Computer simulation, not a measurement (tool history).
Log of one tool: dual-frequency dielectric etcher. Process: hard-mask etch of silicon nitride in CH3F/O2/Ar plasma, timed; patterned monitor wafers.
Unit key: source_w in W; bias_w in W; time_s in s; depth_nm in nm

run	hour	source_w	bias_w	time_s	depth_nm
1	0	430	81	162.5	130.03
2	1.6	430	93	162.5	134.5
3	7.5	390	91	162	129.71
4	11.5	460	91	162	136.1
5	16	460	91	162.5	136.86
6	16.9	460	105	162.5	141.97
7	17.7	410	101	161	134.33

Run 8 has not been measured yet. What should we expect?
8	18.7	370	99	160.5	?

Run 8 produced depth_nm 128.7 nm.
